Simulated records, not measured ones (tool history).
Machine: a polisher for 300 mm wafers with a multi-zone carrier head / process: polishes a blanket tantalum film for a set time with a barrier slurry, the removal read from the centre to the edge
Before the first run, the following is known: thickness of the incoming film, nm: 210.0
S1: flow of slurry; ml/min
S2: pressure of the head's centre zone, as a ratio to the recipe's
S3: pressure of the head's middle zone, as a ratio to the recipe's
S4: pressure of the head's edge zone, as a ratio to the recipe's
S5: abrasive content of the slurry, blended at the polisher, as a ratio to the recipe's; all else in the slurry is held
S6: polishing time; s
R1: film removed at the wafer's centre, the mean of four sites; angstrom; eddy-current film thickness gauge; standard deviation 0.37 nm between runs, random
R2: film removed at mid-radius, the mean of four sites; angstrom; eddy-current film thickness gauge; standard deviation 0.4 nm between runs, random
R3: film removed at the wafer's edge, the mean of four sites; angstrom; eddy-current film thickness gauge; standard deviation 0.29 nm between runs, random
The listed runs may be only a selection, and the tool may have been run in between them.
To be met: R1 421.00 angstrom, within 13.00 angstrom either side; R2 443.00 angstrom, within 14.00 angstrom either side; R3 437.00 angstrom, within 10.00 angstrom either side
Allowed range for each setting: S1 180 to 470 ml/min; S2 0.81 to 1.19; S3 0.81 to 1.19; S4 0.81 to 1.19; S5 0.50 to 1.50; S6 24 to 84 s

run  hour   S1    S2    S3    S4    S5  S6      R1      R2      R3
  1   0.0  300  1.00  1.00  1.00  1.00  54  675.89  692.29  696.50
  2   5.4  300  1.00  1.05  1.00  1.00  54  680.32  695.86  700.98
  3   8.9  300  1.00  1.05  0.95  1.00  54  685.54  698.35  694.61
  4  13.9  300  0.99  1.05  0.93  0.90  51  614.28  650.87  630.80
  5  17.6  295  0.99  1.01  0.92  0.80  49  575.36  581.18  580.67
  6  24.6  295  0.98  1.01  0.90  0.75  47  529.52  548.92  531.24
  7  26.6  275  0.89  0.91  0.81  0.50  46  398.26  418.93  426.95
  8  29.1  285  0.90  0.92  0.81  0.50  46  404.73  420.25  426.87
     29.7  -- edge zone pressure recalibrated
  9  29.7  290  0.90  0.93  0.81  0.50  46  411.02  428.99  419.57
 10  33.1  290  0.90  0.93  0.82  0.50  46  407.16  424.20  417.53
 11  35.3  280  0.90  0.94  0.83  0.50  46  403.83  426.52  418.87

4 next moves are on the table. One of them brings every result within its allowed miss. Which?
  A  37.5  290  0.90  0.98  0.82  0.50  46   ?   ?   ?
  B  37.5  325  0.95  0.90  0.86  0.55  44   ?   ?   ?
  C  37.5  265  0.93  0.98  0.92  0.65  42   ?   ?   ?
  D  37.5  245  1.03  0.97  0.83  0.70  39   ?   ?   ?

move      R1      R2      R3
   A  405.17  445.89  413.13
   B  430.96  417.83  423.96
   C  419.00  446.50  436.99
   D  437.84  417.68  394.75
A: moves away from the targets compared with the last run
B: neither nearer nor further off than the last run
C: all results in spec
D: moves away from the targets compared with the last run
Correct choice: C, which meets every target
